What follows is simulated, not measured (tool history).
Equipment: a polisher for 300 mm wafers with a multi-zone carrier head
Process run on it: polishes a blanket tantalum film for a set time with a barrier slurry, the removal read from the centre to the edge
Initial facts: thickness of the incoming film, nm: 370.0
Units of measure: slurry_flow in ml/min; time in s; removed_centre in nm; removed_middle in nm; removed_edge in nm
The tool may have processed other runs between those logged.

Run 1, hour 0: slurry_flow 220 ml/min, centre_zone 1, middle_zone 1, edge_zone 1, slurry_solids 1, time 66 s. Result: removed_centre 123.08 nm, removed_middle 114.18 nm, removed_edge 112.08 nm.
Run 2, hour 4.7: slurry_flow 220 ml/min, centre_zone 0.99, middle_zone 0.99, edge_zone 0.99, slurry_solids 0.95, time 66 s. Result: removed_centre 117.76 nm, removed_middle 114.13 nm, removed_edge 108.61 nm.
Run 3, hour 8.9: slurry_flow 215 ml/min, centre_zone 0.99, middle_zone 0.97, edge_zone 1, slurry_solids 0.9, time 65 s. Result: removed_centre 110.24 nm, removed_middle 107.88 nm, removed_edge 108.77 nm.
Run 4, hour 13.7: slurry_flow 215 ml/min, centre_zone 1.02, middle_zone 0.97, edge_zone 1, slurry_solids 0.9, time 65 s. Result: removed_centre 115.59 nm, removed_middle 106.32 nm, removed_edge 105.28 nm.
Run 5, hour 21.6: slurry_flow 210 ml/min, centre_zone 1.02, middle_zone 0.96, edge_zone 1, slurry_solids 0.85, time 65 s. Result: removed_centre 113.5 nm, removed_middle 104.18 nm, removed_edge 104.69 nm.
Run 6, hour 26.4: slurry_flow 210 ml/min, centre_zone 1.02, middle_zone 0.95, edge_zone 0.99, slurry_solids 0.8, time 65 s. Result: removed_centre 108.86 nm, removed_middle 101.77 nm, removed_edge 101.95 nm.
At hour 28.4: centre zone pressure recalibrated.
Run 7, hour 28.4: slurry_flow 210 ml/min, centre_zone 1.02, middle_zone 0.94, edge_zone 0.98, slurry_solids 0.8, time 65 s. Result: removed_centre 102.25 nm, removed_middle 100.44 nm, removed_edge 100.96 nm.
Run 8, hour 31.4: slurry_flow 210 ml/min, centre_zone 1.03, middle_zone 0.93, edge_zone 0.98, slurry_solids 0.8, time 65 s. Result: removed_centre 105.4 nm, removed_middle 98.837 nm, removed_edge 102.33 nm.
Run 9, hour 38.6: slurry_flow 210 ml/min, centre_zone 1.03, middle_zone 0.92, edge_zone 0.97, slurry_solids 0.8, time 65 s. Result: removed_centre 104.2 nm, removed_middle 96.117 nm, removed_edge 101.04 nm.
Run 10, hour 47.1: slurry_flow 210 ml/min, centre_zone 1.03, middle_zone 0.91, edge_zone 0.96, slurry_solids 0.8, time 65 s. Result: removed_centre 106.35 nm, removed_middle 97.162 nm, removed_edge 101.35 nm.
Run 11, hour 49.7: slurry_flow 190 ml/min, centre_zone 0.94, middle_zone 0.85, edge_zone 0.95, slurry_solids 0.55, time 63 s. Result: removed_centre 72.545 nm, removed_middle 70.185 nm, removed_edge 74.731 nm.
Run 12, hour 58.6: slurry_flow 200 ml/min, centre_zone 0.94, middle_zone 0.86, edge_zone 0.96, slurry_solids 0.55, time 63 s. Result: removed_centre 73.478 nm, removed_middle 70.415 nm, removed_edge 76.582 nm.
Run 13, hour 61: slurry_flow 205 ml/min, centre_zone 0.95, middle_zone 0.87, edge_zone 0.97, slurry_solids 0.55, time 63 s. Result: removed_centre 74.146 nm, removed_middle 71.432 nm, removed_edge 77.933 nm.
Run 14, hour 64.8: slurry_flow 210 ml/min, centre_zone 0.96, middle_zone 0.88, edge_zone 0.98, slurry_solids 0.55, time 63 s. Result: removed_centre 74.29 nm, removed_middle 73.791 nm, removed_edge 78.458 nm.
Run 15, hour 67.6: slurry_flow 210 ml/min, centre_zone 0.97, middle_zone 0.88, edge_zone 0.98, slurry_solids 0.55, time 63 s. Result: removed_centre 75.407 nm, removed_middle 72.887 nm, removed_edge 77.415 nm.

Run 16, settings as shown, results not yet in. Your forecast:
Run 16, hour 75.9: slurry_flow 215 ml/min, centre_zone 0.97, middle_zone 0.88, edge_zone 0.99, slurry_solids 0.55, time 63 s. Result: removed_centre ?, removed_middle ?, removed_edge ?.

removed_centre: 74.889 nm
removed_middle: 72.84 nm
removed_edge: 78.65 nm
